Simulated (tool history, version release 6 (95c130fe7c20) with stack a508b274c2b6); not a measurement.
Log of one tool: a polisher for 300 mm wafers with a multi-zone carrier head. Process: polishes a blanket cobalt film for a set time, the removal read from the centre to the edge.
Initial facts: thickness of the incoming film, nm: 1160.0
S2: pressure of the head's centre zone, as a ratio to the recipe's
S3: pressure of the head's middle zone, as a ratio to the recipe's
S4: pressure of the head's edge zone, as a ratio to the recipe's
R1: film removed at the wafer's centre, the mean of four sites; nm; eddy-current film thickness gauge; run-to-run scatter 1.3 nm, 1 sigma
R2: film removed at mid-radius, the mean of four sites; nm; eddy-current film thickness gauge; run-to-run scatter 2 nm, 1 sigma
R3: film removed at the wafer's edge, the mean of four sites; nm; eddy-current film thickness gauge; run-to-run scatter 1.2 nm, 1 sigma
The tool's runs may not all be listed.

run 1 hour=0 | flow_of_slurry_(ml/min)=210 S2=1 S3=1 S4=1 polishing_time_(s)=48 | R1=174.86 R2=178.43 R3=172.39
run 2 hour=5.9 | flow_of_slurry_(ml/min)=205 S2=1.01 S3=0.97 S4=0.98 polishing_time_(s)=48 | R1=174.15 R2=173.39 R3=172.9
run 3 hour=8 | flow_of_slurry_(ml/min)=205 S2=1.01 S3=0.97 S4=1.03 polishing_time_(s)=48 | R1=172.82 R2=173.16 R3=175.04
run 4 hour=12.8 | flow_of_slurry_(ml/min)=205 S2=1.01 S3=0.97 S4=1.11 polishing_time_(s)=48 | R1=175.4 R2=174.14 R3=179.38
run 5 hour=20.1 | flow_of_slurry_(ml/min)=205 S2=1.01 S3=0.97 S4=1.11 polishing_time_(s)=40 | R1=145.62 R2=148.86 R3=149.77
run 6 hour=22.2 | flow_of_slurry_(ml/min)=215 S2=1.03 S3=0.96 S4=1.1 polishing_time_(s)=40 | R1=146.59 R2=141.52 R3=151.58
run 7 hour=29.5 | flow_of_slurry_(ml/min)=215 S2=1.05 S3=0.97 S4=1.07 polishing_time_(s)=40 | R1=150.99 R2=144.88 R3=146.35

Run 8, settings as shown, results not yet in. Your forecast:
run 8 hour=34.3 | flow_of_slurry_(ml/min)=220 S2=1.07 S3=0.97 S4=1.08 polishing_time_(s)=40 | R1=? R2=? R3=?

R1: 155.56 nm
R2: 145.14 nm
R3: 147.54 nm
